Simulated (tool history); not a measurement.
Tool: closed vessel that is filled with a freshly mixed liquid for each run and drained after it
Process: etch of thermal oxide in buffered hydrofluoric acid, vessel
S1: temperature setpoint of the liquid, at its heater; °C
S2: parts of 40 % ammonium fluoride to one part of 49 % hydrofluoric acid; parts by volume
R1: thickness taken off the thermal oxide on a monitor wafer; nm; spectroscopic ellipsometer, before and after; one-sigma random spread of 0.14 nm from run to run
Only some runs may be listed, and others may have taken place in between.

Run 1, hour 0: S1 20 °C, S2 13 parts by volume, time in the liquid (s) 30. Result: R1 22.624 nm.
Run 2, hour 0.9: S1 20 °C, S2 15 parts by volume, time in the liquid (s) 30. Result: R1 19.824 nm.
Run 3, hour 6.2: S1 20 °C, S2 15 parts by volume, time in the liquid (s) 30. Result: R1 19.587 nm.
Run 4, hour 7.5: S1 20 °C, S2 15 parts by volume, time in the liquid (s) 30. Result: R1 19.664 nm.
Run 5, hour 10.9: S1 19 °C, S2 15.5 parts by volume, time in the liquid (s) 30. Result: R1 18.291 nm.
Run 6, hour 16.9: S1 18.5 °C, S2 16 parts by volume, time in the liquid (s) 30. Result: R1 16.91 nm.

Estimate the outcome of run 7 from the log above:
Run 7, hour 25.4: S1 18 °C, S2 16 parts by volume, time in the liquid (s) 30. Result: R1 ?.

R1: 16.63 nm
